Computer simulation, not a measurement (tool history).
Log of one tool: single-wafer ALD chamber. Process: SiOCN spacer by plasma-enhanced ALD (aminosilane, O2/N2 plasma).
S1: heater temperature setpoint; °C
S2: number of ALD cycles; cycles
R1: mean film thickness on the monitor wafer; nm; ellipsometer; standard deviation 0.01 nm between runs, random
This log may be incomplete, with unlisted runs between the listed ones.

run	hour	S1	S2	R1
1	0.0	410	60	3.3332
2	8.6	415	59	3.2010
3	12.9	419	59	3.1627
4	20.7	419	67	3.5785
5	26.8	419	73	3.9019
6	33.4	423	69	3.6604

Run 7, settings as shown, results not yet in. Your forecast:
7	37.1	425	66	?

{"run 7": {"R1": 3.462}}
